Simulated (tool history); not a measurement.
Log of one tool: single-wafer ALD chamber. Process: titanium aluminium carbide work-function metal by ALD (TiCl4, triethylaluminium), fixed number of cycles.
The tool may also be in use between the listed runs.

run	day	heater temperature setpoint (K)	triethylaluminium pulse time (s)	mean film thickness on the monitor wafer (angstrom)
1	0.000	583.15	11.86	21.951
2	0.350	580.15	10.84	21.421
3	0.625	577.15	9.95	20.774
4	0.854	577.15	12.17	21.267
5	1.175	575.15	11.10	20.869
6	1.396	565.15	11.10	19.813
7	1.462	564.15	10.18	19.495
8	1.646	563.15	9.38	19.108

Forecast run 9:
9	1.800	563.15	9.38	?

Run 9 gave mean film thickness on the monitor wafer (angstrom) 18.912.
